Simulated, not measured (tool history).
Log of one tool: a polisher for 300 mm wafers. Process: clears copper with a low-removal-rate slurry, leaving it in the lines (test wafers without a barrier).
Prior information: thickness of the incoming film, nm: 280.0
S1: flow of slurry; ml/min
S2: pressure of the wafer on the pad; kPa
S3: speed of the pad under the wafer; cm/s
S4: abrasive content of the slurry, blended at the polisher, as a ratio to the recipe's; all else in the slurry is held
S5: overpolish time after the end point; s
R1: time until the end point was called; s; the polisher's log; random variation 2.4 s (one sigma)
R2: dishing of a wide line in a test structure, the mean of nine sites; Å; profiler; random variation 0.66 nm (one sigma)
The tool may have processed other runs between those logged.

run 1 hour=0 | S1=310 S2=24.8 S3=100 S4=1 S5=26 | R1=66.926 R2=620.74
run 2 hour=2.5 | S1=310 S2=27.6 S3=100 S4=1 S5=26 | R1=60.345 R2=660.35
run 3 hour=3.1 | S1=310 S2=24.8 S3=90 S4=1 S5=27 | R1=75.731 R2=586.12
run 4 hour=4.7 | S1=310 S2=24.8 S3=90 S4=1 S5=21 | R1=73.094 R2=476.54
run 5 hour=12.7 | S1=310 S2=20.7 S3=90 S4=1 S5=21 | R1=88.815 R2=419.97
run 6 hour=14.3 | S1=310 S2=20.7 S3=90 S4=1.15 S5=21 | R1=87.176 R2=415.76
run 7 hour=16.5 | S1=305 S2=19.3 S3=84 S4=1.15 S5=23 | R1=96.683 R2=418.04
run 8 hour=17 | S1=305 S2=17.9 S3=78 S4=1.15 S5=25 | R1=111.51 R2=392.75
run 9 hour=24.7 | S1=305 S2=16.5 S3=74 S4=1.15 S5=27 | R1=126.49 R2=371.79
run 10 hour=32.3 | S1=305 S2=15.9 S3=72 S4=1.15 S5=29 | R1=132.13 R2=371.2
run 11 hour=33.4 | S1=300 S2=11 S3=46 S4=1.1 S5=42 | R1=272.49 R2=279.82
run 12 hour=35.6 | S1=300 S2=12.4 S3=46 S4=1.1 S5=42 | R1=238.66 R2=309.56
run 13 hour=43.9 | S1=300 S2=13.1 S3=46 S4=1.1 S5=42 | R1=232.49 R2=324.73

The next listed run, before its measurement:
run 14 hour=53 | S1=300 S2=17.2 S3=48 S4=1.1 S5=40 | R1=? R2=?

R1: 172.93 s
R2: 398.25 Å
